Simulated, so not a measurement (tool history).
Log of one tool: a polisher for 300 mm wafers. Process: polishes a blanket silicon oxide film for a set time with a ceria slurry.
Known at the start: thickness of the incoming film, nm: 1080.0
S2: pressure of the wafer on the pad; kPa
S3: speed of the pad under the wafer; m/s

Run 1, hour 0: flow of slurry (ml/min) 210, S2 23.4 kPa, S3 0.98 m/s, polishing time (s) 59. Result: film removed (Å) 2697.5.
Run 2, hour 3: flow of slurry (ml/min) 210, S2 23.4 kPa, S3 1.2 m/s, polishing time (s) 59. Result: film removed (Å) 3285.6.
Run 3, hour 10.7: flow of slurry (ml/min) 180, S2 23.4 kPa, S3 1.2 m/s, polishing time (s) 59. Result: film removed (Å) 3268.3.
Run 4, hour 15.1: flow of slurry (ml/min) 180, S2 24.1 kPa, S3 1.2 m/s, polishing time (s) 59. Result: film removed (Å) 3283.
Run 5, hour 19.6: flow of slurry (ml/min) 210, S2 24.1 kPa, S3 1.2 m/s, polishing time (s) 59. Result: film removed (Å) 3451.4.
Run 6, hour 28.1: flow of slurry (ml/min) 220, S2 24.8 kPa, S3 1.2 m/s, polishing time (s) 59. Result: film removed (Å) 3480.4.

Forecast run 7:
Run 7, hour 35.6: flow of slurry (ml/min) 220, S2 25.5 kPa, S3 1.2 m/s, polishing time (s) 59. Result: film removed (Å) ?.

Run 7 gave film removed (Å) 3553.1.
